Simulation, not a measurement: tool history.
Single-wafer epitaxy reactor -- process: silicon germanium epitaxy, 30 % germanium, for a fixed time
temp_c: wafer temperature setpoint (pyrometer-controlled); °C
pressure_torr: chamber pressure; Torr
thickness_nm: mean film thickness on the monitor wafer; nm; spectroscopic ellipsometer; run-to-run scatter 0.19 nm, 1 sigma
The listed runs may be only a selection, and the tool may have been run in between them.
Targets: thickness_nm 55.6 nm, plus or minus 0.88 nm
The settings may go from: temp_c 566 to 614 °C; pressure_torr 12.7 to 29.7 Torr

{"run": 1, "day": 0.0, "temp_c": 590, "pressure_torr": 21.2, "thickness_nm": 49.054}
{"run": 2, "day": 0.162, "temp_c": 592, "pressure_torr": 21.2, "thickness_nm": 50.563}
{"run": 3, "day": 0.433, "temp_c": 594, "pressure_torr": 21.2, "thickness_nm": 52.22}
{"run": 4, "day": 0.471, "temp_c": 603, "pressure_torr": 21.2, "thickness_nm": 60.058}
{"run": 5, "day": 0.525, "temp_c": 607, "pressure_torr": 21.2, "thickness_nm": 64.001}
{"run": 6, "day": 0.612, "temp_c": 607, "pressure_torr": 19.3, "thickness_nm": 62.992}
{"run": 7, "day": 0.888, "temp_c": 605, "pressure_torr": 19.2, "thickness_nm": 60.524}
{"run": 8, "day": 1.033, "temp_c": 603, "pressure_torr": 19.2, "thickness_nm": 58.778}
{"run": 9, "day": 1.246, "temp_c": 602, "pressure_torr": 19.2, "thickness_nm": 57.96}
{"run": 10, "day": 1.354, "temp_c": 601, "pressure_torr": 19.2, "thickness_nm": 57.198}

Next run, 5 choices. One meets every target within its allowed miss, the rest don't. Which?
{"run": "A", "day": 1.462, "temp_c": 600, "pressure_torr": 18.3, "thickness_nm": "?"}
{"run": "B", "day": 1.462, "temp_c": 600, "pressure_torr": 20.7, "thickness_nm": "?"}
{"run": "C", "day": 1.462, "temp_c": 602, "pressure_torr": 19.3, "thickness_nm": "?"}
{"run": "D", "day": 1.462, "temp_c": 601, "pressure_torr": 15.9, "thickness_nm": "?"}
{"run": "E", "day": 1.462, "temp_c": 597, "pressure_torr": 18.8, "thickness_nm": "?"}

move=A thickness_nm=55.144
move=B thickness_nm=56.915
move=C thickness_nm=57.72
move=D thickness_nm=54.149
move=E thickness_nm=52.892
A: every result within its allowed miss
B: better than the last run, though not everything is in spec
C: misses by more than the last run did
D: pushes the last run's worst result past its target
E: pushes the last run's worst result past its target
The move that meets every target is A.
